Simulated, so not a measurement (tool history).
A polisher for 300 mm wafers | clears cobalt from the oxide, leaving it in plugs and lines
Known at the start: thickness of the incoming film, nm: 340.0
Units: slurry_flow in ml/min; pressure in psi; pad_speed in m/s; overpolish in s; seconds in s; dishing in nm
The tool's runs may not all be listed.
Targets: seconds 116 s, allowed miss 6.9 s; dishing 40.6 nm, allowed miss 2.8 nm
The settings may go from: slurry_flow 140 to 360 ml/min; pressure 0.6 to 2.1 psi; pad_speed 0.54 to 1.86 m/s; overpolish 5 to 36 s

run  hour  slurry_flow  pressure  pad_speed  overpolish  seconds  dishing
  1     0          230       1.3       1.18          18   84.172   47.538
  2   2.8          230       1.3       1.44          18   70.033   52.176
  3   5.1          230       1.1       1.44          18   80.895   47.916
  4  12.5          230       1.1       1.44          24   81.173   53.329
  5  21.1          230       1.1       1.28          24   89.212   51.315
  6  25.9          180       1.1       1.28          24   94.902   52.465
  7    27          180         1       1.28          23   106.02   47.964
  8  30.2          180         1       1.28          22    102.7   46.195
  9  39.1          180         1       1.28          22   105.89   45.525

5 next moves are on the table. One of them brings every result within its allowed miss. Which?
  A    48          170       0.8       1.48          15        ?        ?
  B    48          190       0.9       1.14          22        ?        ?
  C    48          170       0.7       1.38          20        ?        ?
  D    48          170       0.9       1.32          20        ?        ?
  E    48          275       0.9          1          24        ?        ?

move  seconds  dishing
   A   115.56   33.639
   B   128.16   41.291
   C   139.77   36.247
   D   114.55   41.731
   E   137.15   41.892
A: takes the result that was furthest off past its target
B: brings the result that was furthest off to its target, and leaves another outside
C: takes the result that was furthest off past its target
D: meets every target
E: brings the result that was furthest off to its target, and leaves another outside
The right move is D.
